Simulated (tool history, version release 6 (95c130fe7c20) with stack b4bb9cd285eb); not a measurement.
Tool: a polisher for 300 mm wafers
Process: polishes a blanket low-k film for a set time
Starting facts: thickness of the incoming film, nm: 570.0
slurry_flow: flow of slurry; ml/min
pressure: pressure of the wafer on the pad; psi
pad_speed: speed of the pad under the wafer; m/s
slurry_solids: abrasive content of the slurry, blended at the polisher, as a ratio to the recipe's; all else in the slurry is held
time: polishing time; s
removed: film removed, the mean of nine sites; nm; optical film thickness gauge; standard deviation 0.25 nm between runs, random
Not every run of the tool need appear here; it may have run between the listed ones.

{"run": 1, "hour": 0.0, "slurry_flow": 190, "pressure": 2.1, "pad_speed": 1.0, "slurry_solids": 1.0, "time": 29, "removed": 15.377}
{"run": 2, "hour": 7.7, "slurry_flow": 190, "pressure": 2.3, "pad_speed": 1.0, "slurry_solids": 1.0, "time": 29, "removed": 17.054}
{"run": 3, "hour": 10.2, "slurry_flow": 190, "pressure": 2.4, "pad_speed": 1.0, "slurry_solids": 1.0, "time": 29, "removed": 17.728}
{"run": 4, "hour": 11.5, "slurry_flow": 190, "pressure": 2.4, "pad_speed": 1.0, "slurry_solids": 1.0, "time": 29, "removed": 17.85}
{"run": 5, "hour": 13.1, "slurry_flow": 190, "pressure": 2.5, "pad_speed": 1.0, "slurry_solids": 1.0, "time": 29, "removed": 17.928}
{"run": 6, "hour": 17.8, "slurry_flow": 190, "pressure": 2.5, "pad_speed": 1.0, "slurry_solids": 1.0, "time": 29, "removed": 18.87}
{"run": 7, "hour": 19.5, "slurry_flow": 190, "pressure": 2.6, "pad_speed": 1.0, "slurry_solids": 1.0, "time": 29, "removed": 19.119}

Run 8 has not been measured yet. What should we expect?
{"run": 8, "hour": 23.0, "slurry_flow": 190, "pressure": 2.7, "pad_speed": 1.0, "slurry_solids": 1.0, "time": 29, "removed": "?"}

removed: 19.931 nm
